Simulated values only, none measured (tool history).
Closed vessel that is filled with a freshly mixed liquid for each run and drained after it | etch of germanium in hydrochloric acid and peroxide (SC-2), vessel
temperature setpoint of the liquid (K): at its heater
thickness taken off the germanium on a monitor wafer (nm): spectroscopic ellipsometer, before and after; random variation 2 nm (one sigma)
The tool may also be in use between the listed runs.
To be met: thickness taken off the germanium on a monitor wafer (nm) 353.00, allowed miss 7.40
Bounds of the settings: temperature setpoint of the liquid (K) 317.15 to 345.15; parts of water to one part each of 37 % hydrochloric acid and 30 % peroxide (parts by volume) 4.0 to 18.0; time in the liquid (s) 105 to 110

| run | hour | temperature setpoint of the liquid (K) | parts of water to one part each of 37 % hydrochloric acid and 30 % peroxide (parts by volume) | time in the liquid (s) | thickness taken off the germanium on a monitor wafer (nm) |
|---|---|---|---|---|---|
| 1 | 0.0 | 333.15 | 10.0 | 105 | 413.90 |
| 2 | 2.4 | 333.15 | 6.5 | 105 | 428.07 |
| 3 | 6.3 | 331.15 | 6.5 | 105 | 399.05 |
| 4 | 10.6 | 330.15 | 6.5 | 105 | 391.17 |
| 5 | 13.6 | 329.15 | 6.5 | 105 | 381.64 |
| 6 | 14.8 | 329.15 | 6.5 | 110 | 397.10 |
| 7 | 23.1 | 328.15 | 6.5 | 110 | 383.16 |
| 8 | 27.4 | 327.65 | 6.5 | 110 | 381.92 |
| 9 | 32.8 | 327.15 | 6.5 | 110 | 373.22 |
| 10 | 36.4 | 326.65 | 6.5 | 110 | 363.05 |
| 11 | 39.4 | 326.15 | 6.5 | 110 | 365.63 |

Which of these 4 next moves meets every target?
| A | 42.4 | 326.65 | 7.0 | 105 | ? |
| B | 42.4 | 328.15 | 6.0 | 105 | ? |
| C | 42.4 | 327.15 | 6.0 | 110 | ? |
| D | 42.4 | 328.65 | 7.5 | 105 | ? |

| move | thickness taken off the germanium on a monitor wafer (nm) |
|---|---|
| A | 352.16 |
| B | 371.87 |
| C | 377.65 |
| D | 373.00 |
A: meets every target
B: further off than the last run
C: further off than the last run
D: further off than the last run
Move A is the one to make.

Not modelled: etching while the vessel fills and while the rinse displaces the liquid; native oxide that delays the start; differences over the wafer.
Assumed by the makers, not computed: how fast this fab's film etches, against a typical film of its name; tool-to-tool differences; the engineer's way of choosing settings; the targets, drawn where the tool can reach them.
